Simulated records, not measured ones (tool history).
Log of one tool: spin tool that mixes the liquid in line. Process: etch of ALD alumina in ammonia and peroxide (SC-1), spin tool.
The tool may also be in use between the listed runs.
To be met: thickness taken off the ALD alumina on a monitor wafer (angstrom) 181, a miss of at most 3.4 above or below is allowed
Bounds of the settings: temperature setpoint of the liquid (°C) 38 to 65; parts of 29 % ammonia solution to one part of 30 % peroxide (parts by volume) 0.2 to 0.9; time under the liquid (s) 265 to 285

run    day  temperature setpoint of the liquid (°C)  parts of 29 % ammonia solution to one part of 30 % peroxide (parts by volume)  time under the liquid (s)  thickness taken off the ALD alumina on a monitor wafer (angstrom)
  1      0                                       49                                                                            0.5                        265                                                             139.99
  2  0.296                                     45.5                                                                            0.5                        265                                                             114.81
  3  0.358                                     52.5                                                                            0.5                        265                                                             169.11
  4  0.533                                     58.5                                                                            0.5                        265                                                             231.52
  5  0.558                                     58.5                                                                            0.6                        265                                                             236.25
  6  0.804                                       58                                                                            0.6                        265                                                             231.17
  7  0.888                                     57.5                                                                            0.6                        265                                                              225.2
  8  0.946                                       57                                                                            0.6                        265                                                             219.46
  9      1                                       53                                                                            0.6                        265                                                              176.3

Exercise: of the 4 proposed moves below, exactly one satisfies all targets within the stated allowed misses. Which move is it?
  A  1.054                                     51.5                                                                            0.6                        285                                                                  ?
  B  1.054                                       51                                                                           0.55                        285                                                                  ?
  C  1.054                                       52                                                                           0.75                        265                                                                  ?
  D  1.054                                     53.5                                                                            0.6                        265                                                                  ?

move  thickness taken off the ALD alumina on a monitor wafer (angstrom)
   A                                                             175.07
   B                                                             168.96
   C                                                             170.83
   D                                                             181.36
A: further off than the last run
B: further off than the last run
C: further off than the last run
D: each result inside its tolerance
Correct choice: D, which meets every target

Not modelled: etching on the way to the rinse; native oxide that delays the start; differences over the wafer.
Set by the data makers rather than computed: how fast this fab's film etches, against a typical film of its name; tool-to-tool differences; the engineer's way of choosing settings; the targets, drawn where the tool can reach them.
